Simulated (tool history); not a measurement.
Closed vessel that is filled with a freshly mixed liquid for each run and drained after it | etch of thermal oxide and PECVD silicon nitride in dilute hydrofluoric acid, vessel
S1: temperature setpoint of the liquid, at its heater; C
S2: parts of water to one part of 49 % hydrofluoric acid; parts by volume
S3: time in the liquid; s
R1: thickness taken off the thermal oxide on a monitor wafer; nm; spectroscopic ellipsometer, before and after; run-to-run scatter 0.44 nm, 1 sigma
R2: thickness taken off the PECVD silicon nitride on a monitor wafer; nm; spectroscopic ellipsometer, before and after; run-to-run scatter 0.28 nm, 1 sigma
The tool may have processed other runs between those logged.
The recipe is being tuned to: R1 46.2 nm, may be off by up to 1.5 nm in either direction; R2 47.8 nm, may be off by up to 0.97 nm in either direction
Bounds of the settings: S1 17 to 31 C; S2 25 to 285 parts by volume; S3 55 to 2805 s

| run | hour | S1 | S2 | S3 | R1 | R2 |
|---|---|---|---|---|---|---|
| 1 | 0 | 23 | 155 | 1430 | 38.137 | 37.692 |
| 2 | 4.9 | 23 | 155 | 945 | 25.322 | 25.02 |
| 3 | 10.6 | 21.5 | 155 | 945 | 23.896 | 22.889 |
| 4 | 17.3 | 25 | 155 | 945 | 27.646 | 28.102 |
| 5 | 20.9 | 21.5 | 155 | 945 | 23.947 | 22.625 |
| 6 | 26.8 | 24 | 155 | 945 | 25.98 | 26.62 |
| 7 | 28.4 | 24.5 | 150 | 935 | 27.023 | 28.199 |
| 8 | 30.8 | 24.5 | 140 | 935 | 29.224 | 29.979 |
| 9 | 34.5 | 24.5 | 135 | 930 | 30.64 | 31.065 |
| 10 | 42.5 | 25 | 130 | 925 | 32.715 | 32.872 |
| 11 | 45.1 | 25.5 | 125 | 915 | 34.321 | 35.17 |
| 12 | 46.9 | 25.5 | 120 | 910 | 35.823 | 36.473 |
| 13 | 53.9 | 25.5 | 115 | 905 | 37.804 | 38.119 |
| 14 | 61.4 | 25.5 | 115 | 900 | 37.704 | 37.494 |
| 15 | 65.4 | 26 | 115 | 895 | 37.916 | 38.64 |
| 16 | 71.8 | 28 | 85 | 830 | 53.619 | 55.109 |
| 17 | 75.7 | 28 | 85 | 835 | 53.775 | 55.141 |
| 18 | 81.8 | 28 | 85 | 840 | 53.612 | 54.948 |

Consider the 5 candidate settings below. Which is the only one whose results all fall within their allowed miss of target?
| A | 87.9 | 31 | 105 | 795 | ? | ? |
| B | 87.9 | 27.5 | 70 | 755 | ? | ? |
| C | 87.9 | 31 | 120 | 890 | ? | ? |
| D | 87.9 | 22.5 | 75 | 865 | ? | ? |
| E | 87.9 | 27 | 105 | 955 | ? | ? |

| move | R1 | R2 |
|---|---|---|
| A | 45.115 | 51.618 |
| B | 59.093 | 58.87 |
| C | 43.263 | 50.483 |
| D | 51.37 | 45.251 |
| E | 46.612 | 48.174 |
A: an improvement on the last run, though not all results are within tolerance
B: misses by more than the last run did
C: an improvement on the last run, though not all results are within tolerance
D: carries the result that was furthest off beyond its target, to the other side
E: all results land within tolerance of their targets
Answer: E
